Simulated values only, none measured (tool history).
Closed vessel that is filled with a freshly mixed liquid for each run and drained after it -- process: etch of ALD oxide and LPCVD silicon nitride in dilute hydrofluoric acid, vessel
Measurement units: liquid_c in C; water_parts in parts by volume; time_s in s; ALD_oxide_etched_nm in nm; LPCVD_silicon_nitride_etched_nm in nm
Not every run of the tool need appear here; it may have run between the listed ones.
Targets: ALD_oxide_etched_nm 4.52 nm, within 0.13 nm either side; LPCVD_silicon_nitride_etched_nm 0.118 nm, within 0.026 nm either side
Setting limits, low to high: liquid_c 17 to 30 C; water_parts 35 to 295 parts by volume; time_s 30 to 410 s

run,hour,liquid_c,water_parts,time_s,ALD_oxide_etched_nm,LPCVD_silicon_nitride_etched_nm
1,0,22,165,210,22.273,0.58409
2,4.6,21.5,180,200,18.843,0.48653
3,7.2,21,190,190,16.34,0.4488
4,10.2,20.5,200,180,14.246,0.40042
5,17.6,22,200,180,15.172,0.38836
6,23.8,21.5,210,170,13.273,0.34688
7,24.8,21,220,165,11.862,0.32129
8,33.5,17,285,90,4.0876,0.10674

Exercise: of the 4 proposed moves below, exactly one satisfies all targets within the stated allowed misses. Which move is it?
A,42.2,21.5,295,70,?,?
B,42.2,17,225,60,?,?
C,42.2,18,285,75,?,?
D,42.2,17,285,100,?,?

move,ALD_oxide_etched_nm,LPCVD_silicon_nitride_etched_nm
A,3.5703,0.11703
B,3.6097,0.097306
C,3.5122,0.10366
D,4.5086,0.12946
A: the biggest miss grows against the last run
B: the biggest miss grows against the last run
C: the biggest miss grows against the last run
D: each result inside its tolerance
So the answer is move D, the one that meets all the targets.

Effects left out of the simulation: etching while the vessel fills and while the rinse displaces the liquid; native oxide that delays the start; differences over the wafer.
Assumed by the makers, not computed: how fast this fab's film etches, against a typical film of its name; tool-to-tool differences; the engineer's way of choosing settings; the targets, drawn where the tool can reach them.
